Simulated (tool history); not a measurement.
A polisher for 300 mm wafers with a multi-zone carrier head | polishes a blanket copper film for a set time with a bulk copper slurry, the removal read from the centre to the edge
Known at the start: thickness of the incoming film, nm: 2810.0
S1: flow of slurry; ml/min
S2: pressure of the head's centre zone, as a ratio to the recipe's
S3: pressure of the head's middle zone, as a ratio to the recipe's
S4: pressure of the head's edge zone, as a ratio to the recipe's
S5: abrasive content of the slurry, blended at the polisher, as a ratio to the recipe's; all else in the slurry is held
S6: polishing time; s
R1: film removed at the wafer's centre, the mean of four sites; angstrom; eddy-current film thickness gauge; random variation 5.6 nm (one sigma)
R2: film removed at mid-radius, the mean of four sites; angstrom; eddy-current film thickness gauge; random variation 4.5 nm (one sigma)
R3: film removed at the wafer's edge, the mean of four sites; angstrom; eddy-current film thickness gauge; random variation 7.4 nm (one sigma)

run,day,S1,S2,S3,S4,S5,S6,R1,R2,R3
1,0.000,265,1.00,1.00,1.00,1.00,65,6855.0,7051.8,6706.6
2,0.271,265,1.00,0.99,0.98,0.95,65,6813.2,6778.5,6670.7
3,0.325,265,1.01,1.00,0.96,0.90,64,6534.8,6672.8,6189.9
4,0.617,265,1.01,1.00,0.96,1.00,64,6705.2,6945.7,6445.8
5,0.846,240,1.01,1.00,0.96,1.00,64,6731.1,6813.1,6487.2
6,1.046,245,1.01,1.00,0.95,0.95,64,6681.0,6758.8,6437.0
7,1.325,255,1.01,1.00,0.94,0.90,64,6631.8,6770.3,6201.0
8,1.571,255,1.01,0.99,0.93,0.85,64,6441.6,6504.0,5977.7
9,1.867,255,1.01,0.98,0.92,0.85,64,6539.0,6567.9,5982.5
10,1.962,255,1.01,0.97,0.91,0.85,64,6537.1,6584.7,6005.0
11,2.308,255,1.01,0.96,0.91,0.85,64,6516.4,6411.3,6087.3
12,2.392,255,1.01,0.96,0.90,0.85,64,6539.5,6434.0,5982.3
13,2.521,255,1.01,0.96,0.90,0.85,64,6486.0,6506.3,5971.8

The next listed run, before its measurement:
14,2.879,255,1.01,0.95,0.89,0.85,64,?,?,?

Run 14 gave R1 6580.2 angstrom, R2 6324.5 angstrom, R3 5893.0 angstrom.
